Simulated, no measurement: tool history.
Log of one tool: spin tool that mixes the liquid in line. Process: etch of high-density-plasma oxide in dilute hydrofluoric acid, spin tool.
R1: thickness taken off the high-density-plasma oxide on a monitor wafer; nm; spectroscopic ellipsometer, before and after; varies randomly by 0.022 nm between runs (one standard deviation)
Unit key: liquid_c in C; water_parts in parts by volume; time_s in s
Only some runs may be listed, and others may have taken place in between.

{"run": 1, "hour": 0.0, "liquid_c": 20, "water_parts": 295, "time_s": 50, "R1": 1.3664}
{"run": 2, "hour": 1.9, "liquid_c": 20, "water_parts": 210, "time_s": 50, "R1": 2.0733}
{"run": 3, "hour": 4.4, "liquid_c": 21.5, "water_parts": 205, "time_s": 50, "R1": 2.2389}
{"run": 4, "hour": 13.3, "liquid_c": 21.5, "water_parts": 245, "time_s": 50, "R1": 1.8244}
{"run": 5, "hour": 17.3, "liquid_c": 20, "water_parts": 245, "time_s": 50, "R1": 1.7164}
{"run": 6, "hour": 23.1, "liquid_c": 20, "water_parts": 245, "time_s": 50, "R1": 1.7087}
{"run": 7, "hour": 25.0, "liquid_c": 21.5, "water_parts": 235, "time_s": 50, "R1": 1.8975}
{"run": 8, "hour": 33.4, "liquid_c": 22.5, "water_parts": 220, "time_s": 50, "R1": 2.1408}

Run 9 comes next. What will it give?
{"run": 9, "hour": 39.7, "liquid_c": 23.5, "water_parts": 210, "time_s": 50, "R1": "?"}

{"run 9": {"R1": 2.3596}}

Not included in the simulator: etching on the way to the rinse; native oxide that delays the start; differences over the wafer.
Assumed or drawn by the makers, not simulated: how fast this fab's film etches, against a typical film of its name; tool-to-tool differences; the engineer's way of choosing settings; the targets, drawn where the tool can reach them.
